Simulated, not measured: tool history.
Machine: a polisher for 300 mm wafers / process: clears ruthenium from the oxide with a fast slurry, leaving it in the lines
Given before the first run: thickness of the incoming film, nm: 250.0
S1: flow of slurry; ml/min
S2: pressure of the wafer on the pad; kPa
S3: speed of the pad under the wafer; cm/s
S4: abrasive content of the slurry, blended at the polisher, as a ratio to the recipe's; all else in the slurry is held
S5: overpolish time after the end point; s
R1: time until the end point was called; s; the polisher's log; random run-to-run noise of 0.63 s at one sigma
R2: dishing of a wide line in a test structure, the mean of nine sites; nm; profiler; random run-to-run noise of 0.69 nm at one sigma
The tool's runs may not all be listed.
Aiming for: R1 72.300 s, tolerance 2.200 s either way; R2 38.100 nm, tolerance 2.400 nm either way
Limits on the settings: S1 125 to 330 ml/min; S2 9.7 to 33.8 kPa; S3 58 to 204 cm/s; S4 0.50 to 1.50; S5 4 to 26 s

run 1 hour=0.0 | S1=210 S2=21.4 S3=130 S4=1.00 S5=13 | R1=43.007 R2=54.929
run 2 hour=5.6 | S1=210 S2=20.0 S3=130 S4=1.00 S5=13 | R1=44.564 R2=53.996
run 3 hour=8.6 | S1=210 S2=20.0 S3=148 S4=1.00 S5=13 | R1=40.023 R2=60.152
run 4 hour=12.1 | S1=165 S2=20.0 S3=148 S4=1.00 S5=13 | R1=41.659 R2=57.793
run 5 hour=18.5 | S1=165 S2=20.0 S3=148 S4=1.20 S5=13 | R1=37.621 R2=62.056
run 6 hour=23.7 | S1=125 S2=20.0 S3=148 S4=1.20 S5=13 | R1=40.409 R2=58.740
run 7 hour=28.2 | S1=125 S2=13.8 S3=132 S4=1.20 S5=14 | R1=61.170 R2=43.965
run 8 hour=30.4 | S1=125 S2=9.7 S3=132 S4=1.20 S5=14 | R1=80.843 R2=35.379

Which of these 4 next moves meets every target?
run A hour=32.6 | S1=130 S2=12.4 S3=124 S4=1.30 S5=13 | R1=? R2=?
run B hour=32.6 | S1=125 S2=10.3 S3=132 S4=1.15 S5=13 | R1=? R2=?
run C hour=32.6 | S1=125 S2=10.3 S3=134 S4=1.20 S5=13 | R1=? R2=?
run D hour=32.6 | S1=125 S2=10.3 S3=140 S4=1.20 S5=14 | R1=? R2=?

move=A R1=67.564 R2=37.422
move=B R1=78.070 R2=32.868
move=C R1=75.436 R2=33.903
move=D R1=72.294 R2=37.637
A: carries the result that was furthest off beyond its target, to the other side
B: gains on the last run, yet a result remains outside its allowed miss
C: gains on the last run, yet a result remains outside its allowed miss
D: all results in spec
Answer: D
